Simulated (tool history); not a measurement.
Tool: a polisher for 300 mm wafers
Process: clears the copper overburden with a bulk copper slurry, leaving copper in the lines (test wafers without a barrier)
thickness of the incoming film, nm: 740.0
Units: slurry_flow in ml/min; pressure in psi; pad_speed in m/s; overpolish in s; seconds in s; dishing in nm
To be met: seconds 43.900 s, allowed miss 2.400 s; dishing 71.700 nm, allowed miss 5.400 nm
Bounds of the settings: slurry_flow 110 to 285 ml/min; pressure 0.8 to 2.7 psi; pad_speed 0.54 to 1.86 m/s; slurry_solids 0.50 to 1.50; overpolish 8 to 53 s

Run 1, hour 0.0: slurry_flow 180 ml/min, pressure 1.7 psi, pad_speed 1.18 m/s, slurry_solids 1.00, overpolish 27 s. Result: seconds 92.008 s, dishing 61.134 nm.
Run 2, hour 8.2: slurry_flow 180 ml/min, pressure 1.7 psi, pad_speed 0.98 m/s, slurry_solids 1.00, overpolish 27 s. Result: seconds 111.070 s, dishing 57.690 nm.
Run 3, hour 14.4: slurry_flow 180 ml/min, pressure 1.4 psi, pad_speed 0.98 m/s, slurry_solids 1.00, overpolish 27 s. Result: seconds 133.290 s, dishing 53.281 nm.
Run 4, hour 22.2: slurry_flow 180 ml/min, pressure 1.0 psi, pad_speed 0.98 m/s, slurry_solids 1.00, overpolish 27 s. Result: seconds 172.680 s, dishing 45.894 nm.
Run 5, hour 24.5: slurry_flow 210 ml/min, pressure 1.0 psi, pad_speed 0.98 m/s, slurry_solids 1.00, overpolish 27 s. Result: seconds 174.840 s, dishing 45.408 nm.
Run 6, hour 32.6: slurry_flow 210 ml/min, pressure 1.0 psi, pad_speed 0.98 m/s, slurry_solids 1.20, overpolish 27 s. Result: seconds 166.600 s, dishing 45.924 nm.
Run 7, hour 39.1: slurry_flow 210 ml/min, pressure 1.4 psi, pad_speed 1.08 m/s, slurry_solids 1.20, overpolish 23 s. Result: seconds 112.430 s, dishing 51.459 nm.
Run 8, hour 45.3: slurry_flow 210 ml/min, pressure 1.7 psi, pad_speed 1.10 m/s, slurry_solids 1.20, overpolish 21 s. Result: seconds 95.973 s, dishing 53.227 nm.
Run 9, hour 50.9: slurry_flow 210 ml/min, pressure 2.0 psi, pad_speed 1.16 m/s, slurry_solids 1.20, overpolish 21 s. Result: seconds 76.643 s, dishing 60.214 nm.
Run 10, hour 56.0: slurry_flow 210 ml/min, pressure 2.2 psi, pad_speed 1.22 m/s, slurry_solids 1.20, overpolish 20 s. Result: seconds 67.299 s, dishing 63.407 nm.
Run 11, hour 64.1: slurry_flow 210 ml/min, pressure 2.3 psi, pad_speed 1.28 m/s, slurry_solids 1.20, overpolish 19 s. Result: seconds 61.462 s, dishing 65.480 nm.
Run 12, hour 67.8: slurry_flow 210 ml/min, pressure 2.4 psi, pad_speed 1.32 m/s, slurry_solids 1.20, overpolish 18 s. Result: seconds 57.427 s, dishing 65.325 nm.

Which of these 4 next moves meets every target?
Run A, hour 71.5: slurry_flow 205 ml/min, pressure 2.6 psi, pad_speed 1.58 m/s, slurry_solids 1.25, overpolish 20 s. Result: seconds ?, dishing ?.
Run B, hour 71.5: slurry_flow 225 ml/min, pressure 2.6 psi, pad_speed 1.42 m/s, slurry_solids 1.10, overpolish 20 s. Result: seconds ?, dishing ?.
Run C, hour 71.5: slurry_flow 280 ml/min, pressure 2.5 psi, pad_speed 1.10 m/s, slurry_solids 0.75, overpolish 15 s. Result: seconds ?, dishing ?.
Run D, hour 71.5: slurry_flow 215 ml/min, pressure 2.2 psi, pad_speed 1.16 m/s, slurry_solids 1.30, overpolish 17 s. Result: seconds ?, dishing ?.

move  seconds  dishing
   A   44.586   70.276
   B   50.265   69.094
   C   70.580   57.636
   D   69.273   59.815
A: meets every target
B: nearer than the last run, and not there yet
C: further off than the last run
D: further off than the last run
Move A is the one to make.
